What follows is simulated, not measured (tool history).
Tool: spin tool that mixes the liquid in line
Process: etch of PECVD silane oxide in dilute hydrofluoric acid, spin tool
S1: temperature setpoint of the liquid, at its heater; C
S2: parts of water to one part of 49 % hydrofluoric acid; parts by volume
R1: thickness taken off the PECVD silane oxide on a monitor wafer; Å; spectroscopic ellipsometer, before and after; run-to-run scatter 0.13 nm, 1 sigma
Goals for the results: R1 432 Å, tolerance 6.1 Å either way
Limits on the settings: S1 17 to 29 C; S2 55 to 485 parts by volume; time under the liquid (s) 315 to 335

Run 1, day 0: S1 21 C, S2 270 parts by volume, time under the liquid (s) 315. Result: R1 188.32 Å.
Run 2, day 0.029: S1 21 C, S2 270 parts by volume, time under the liquid (s) 315. Result: R1 188.98 Å.
Run 3, day 0.217: S1 22 C, S2 255 parts by volume, time under the liquid (s) 315. Result: R1 209.89 Å.
Run 4, day 0.296: S1 22 C, S2 325 parts by volume, time under the liquid (s) 315. Result: R1 154.79 Å.
Run 5, day 0.525: S1 23 C, S2 305 parts by volume, time under the liquid (s) 315. Result: R1 173.38 Å.
Run 6, day 0.742: S1 23 C, S2 360 parts by volume, time under the liquid (s) 315. Result: R1 139.73 Å.
Run 7, day 0.792: S1 23.5 C, S2 335 parts by volume, time under the liquid (s) 315. Result: R1 156.49 Å.
Run 8, day 0.938: S1 24 C, S2 310 parts by volume, time under the liquid (s) 315. Result: R1 176.12 Å.
Run 9, day 1.129: S1 24.5 C, S2 290 parts by volume, time under the liquid (s) 315. Result: R1 196.12 Å.
Run 10, day 1.492: S1 25 C, S2 270 parts by volume, time under the liquid (s) 315. Result: R1 217.09 Å.
Run 11, day 1.771: S1 25.5 C, S2 255 parts by volume, time under the liquid (s) 315. Result: R1 237.76 Å.
Run 12, day 2.012: S1 26 C, S2 240 parts by volume, time under the liquid (s) 315. Result: R1 261 Å.
Run 13, day 2.083: S1 26.5 C, S2 230 parts by volume, time under the liquid (s) 315. Result: R1 280.72 Å.
Run 14, day 2.192: S1 27 C, S2 220 parts by volume, time under the liquid (s) 315. Result: R1 302.28 Å.
Run 15, day 2.479: S1 27 C, S2 210 parts by volume, time under the liquid (s) 315. Result: R1 321.46 Å.
At day 2.579: hydrofluoric acid flow meter replaced.
Run 16, day 2.579: S1 27 C, S2 205 parts by volume, time under the liquid (s) 315. Result: R1 306.82 Å.
Run 17, day 2.654: S1 27 C, S2 195 parts by volume, time under the liquid (s) 315. Result: R1 327.52 Å.
Run 18, day 2.829: S1 27 C, S2 190 parts by volume, time under the liquid (s) 315. Result: R1 338.02 Å.
Run 19, day 3.146: S1 27 C, S2 185 parts by volume, time under the liquid (s) 315. Result: R1 350.28 Å.
Run 20, day 3.238: S1 27 C, S2 180 parts by volume, time under the liquid (s) 315. Result: R1 359.29 Å.

Below are 4 possible settings for the next run. Only one of them brings all results inside the allowed miss of their targets. Which is it?
Run A, day 3.329: S1 29 C, S2 165 parts by volume, time under the liquid (s) 330. Result: R1 ?.
Run B, day 3.329: S1 24.5 C, S2 145 parts by volume, time under the liquid (s) 320. Result: R1 ?.
Run C, day 3.329: S1 26 C, S2 155 parts by volume, time under the liquid (s) 335. Result: R1 ?.
Run D, day 3.329: S1 29 C, S2 170 parts by volume, time under the liquid (s) 335. Result: R1 ?.

move      R1
   A  451.48
   B  432.04
   C  442.52
   D  442.06
A: moves the result that the last run missed by most past its target, out the other side
B: each result inside its tolerance
C: moves the result that the last run missed by most past its target, out the other side
D: moves the result that the last run missed by most past its target, out the other side
Correct choice: B, which meets every target
